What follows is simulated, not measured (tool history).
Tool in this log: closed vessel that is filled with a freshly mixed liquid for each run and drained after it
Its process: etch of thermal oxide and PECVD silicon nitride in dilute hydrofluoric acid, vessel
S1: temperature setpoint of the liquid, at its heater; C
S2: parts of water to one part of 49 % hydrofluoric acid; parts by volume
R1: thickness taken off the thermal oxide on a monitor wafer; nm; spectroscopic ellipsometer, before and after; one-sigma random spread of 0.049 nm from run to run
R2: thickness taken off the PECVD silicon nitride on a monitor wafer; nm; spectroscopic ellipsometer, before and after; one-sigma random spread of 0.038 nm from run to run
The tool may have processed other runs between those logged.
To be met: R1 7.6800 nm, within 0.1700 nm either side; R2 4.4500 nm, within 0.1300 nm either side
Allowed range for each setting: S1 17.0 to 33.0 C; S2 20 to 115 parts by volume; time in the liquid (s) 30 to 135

run 1 hour=0.0 | S1=25.0 S2=65 time_in_the_liquid_(s)=70 | R1=5.8406 R2=3.4020
run 2 hour=2.3 | S1=25.0 S2=65 time_in_the_liquid_(s)=60 | R1=5.0959 R2=2.8747
run 3 hour=11.2 | S1=23.5 S2=65 time_in_the_liquid_(s)=60 | R1=4.7411 R2=2.6451
run 4 hour=15.0 | S1=23.5 S2=65 time_in_the_liquid_(s)=35 | R1=2.7888 R2=1.5349
run 5 hour=22.9 | S1=23.5 S2=50 time_in_the_liquid_(s)=35 | R1=3.6348 R2=2.0007
run 6 hour=24.2 | S1=24.0 S2=45 time_in_the_liquid_(s)=35 | R1=4.2193 R2=2.2492
run 7 hour=27.4 | S1=25.0 S2=45 time_in_the_liquid_(s)=35 | R1=4.4250 R2=2.4041
run 8 hour=30.6 | S1=26.0 S2=45 time_in_the_liquid_(s)=35 | R1=4.5782 R2=2.5758
run 9 hour=38.5 | S1=26.5 S2=40 time_in_the_liquid_(s)=35 | R1=5.2203 R2=3.0540
run 10 hour=46.0 | S1=26.5 S2=40 time_in_the_liquid_(s)=35 | R1=5.2882 R2=3.0058
run 11 hour=49.1 | S1=27.0 S2=40 time_in_the_liquid_(s)=35 | R1=5.3661 R2=3.1489
run 12 hour=54.6 | S1=27.0 S2=40 time_in_the_liquid_(s)=35 | R1=5.3746 R2=3.1275
run 13 hour=60.9 | S1=27.0 S2=35 time_in_the_liquid_(s)=35 | R1=6.2028 R2=3.5778
run 14 hour=65.4 | S1=27.5 S2=30 time_in_the_liquid_(s)=35 | R1=7.3567 R2=4.2816

Pick the move, out of 4, that brings all results within their allowed miss; only one does.
run A hour=69.9 | S1=31.5 S2=45 time_in_the_liquid_(s)=45 | R1=? R2=?
run B hour=69.9 | S1=31.5 S2=30 time_in_the_liquid_(s)=30 | R1=? R2=?
run C hour=69.9 | S1=27.0 S2=40 time_in_the_liquid_(s)=50 | R1=? R2=?
run D hour=69.9 | S1=31.0 S2=40 time_in_the_liquid_(s)=40 | R1=? R2=?

move=A R1=7.4074 R2=4.7595
move=B R1=7.5902 R2=4.7259
move=C R1=7.8018 R2=4.4292
move=D R1=7.3223 R2=4.6020
A: moves away from the targets compared with the last run
B: puts the biggest miss on target and leaves a different result outside tolerance
C: hits every target within its allowed miss
D: moves away from the targets compared with the last run
The right move is C.

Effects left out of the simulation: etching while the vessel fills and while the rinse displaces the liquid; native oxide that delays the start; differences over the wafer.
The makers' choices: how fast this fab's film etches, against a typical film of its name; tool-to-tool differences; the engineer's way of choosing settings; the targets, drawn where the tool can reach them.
